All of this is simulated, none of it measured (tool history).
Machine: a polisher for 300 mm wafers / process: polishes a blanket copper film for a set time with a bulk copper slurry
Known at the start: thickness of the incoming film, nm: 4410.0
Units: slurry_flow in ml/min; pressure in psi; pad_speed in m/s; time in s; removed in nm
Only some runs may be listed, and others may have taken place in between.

{"run": 1, "hour": 0.0, "slurry_flow": 195, "pressure": 2.5, "pad_speed": 1.08, "slurry_solids": 1, "time": 28, "removed": 262.39}
{"run": 2, "hour": 6.1, "slurry_flow": 195, "pressure": 2.5, "pad_speed": 1.32, "slurry_solids": 1, "time": 28, "removed": 307.86}
{"run": 3, "hour": 9.9, "slurry_flow": 195, "pressure": 2.5, "pad_speed": 1.58, "slurry_solids": 1, "time": 28, "removed": 369.4}
{"run": 4, "hour": 17.9, "slurry_flow": 195, "pressure": 2.5, "pad_speed": 1.4, "slurry_solids": 1, "time": 28, "removed": 330.19}
{"run": 5, "hour": 20.2, "slurry_flow": 195, "pressure": 2.2, "pad_speed": 1.24, "slurry_solids": 0.95, "time": 28, "removed": 267.63}
{"run": 6, "hour": 20.9, "slurry_flow": 195, "pressure": 2.2, "pad_speed": 1.08, "slurry_solids": 0.95, "time": 28, "removed": 231.95}
{"run": 7, "hour": 24.1, "slurry_flow": 195, "pressure": 1.5, "pad_speed": 0.78, "slurry_solids": 0.9, "time": 27, "removed": 122.83}

Estimate the outcome of run 8 from the log above:
{"run": 8, "hour": 27.8, "slurry_flow": 195, "pressure": 1.4, "pad_speed": 0.78, "slurry_solids": 0.9, "time": 27, "removed": "?"}

{"run 8": {"removed": 115.45}}
